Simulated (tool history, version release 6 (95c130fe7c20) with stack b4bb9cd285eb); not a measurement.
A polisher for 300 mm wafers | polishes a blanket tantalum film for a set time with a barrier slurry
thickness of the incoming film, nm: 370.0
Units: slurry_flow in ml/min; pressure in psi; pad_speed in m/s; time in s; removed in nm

run,hour,slurry_flow,pressure,pad_speed,slurry_solids,time,removed
1,0.0,290,2.3,1.14,1.0,31,79.429
2,1.7,290,2.3,1.42,1.0,31,98.405
3,5.0,290,2.3,1.52,1.0,31,104.690
4,6.8,290,2.6,1.52,1.0,31,120.880
5,15.5,290,2.6,1.52,1.0,31,120.670
6,23.3,220,2.6,1.52,1.0,31,117.090
7,27.8,220,2.2,1.40,1.0,31,91.082
8,35.8,220,1.9,1.30,1.0,31,72.764
9,43.7,220,1.7,1.24,1.0,31,62.846

Forecast run 10:
10,48.5,220,1.5,1.20,1.0,31,?

removed: 53.877 nm
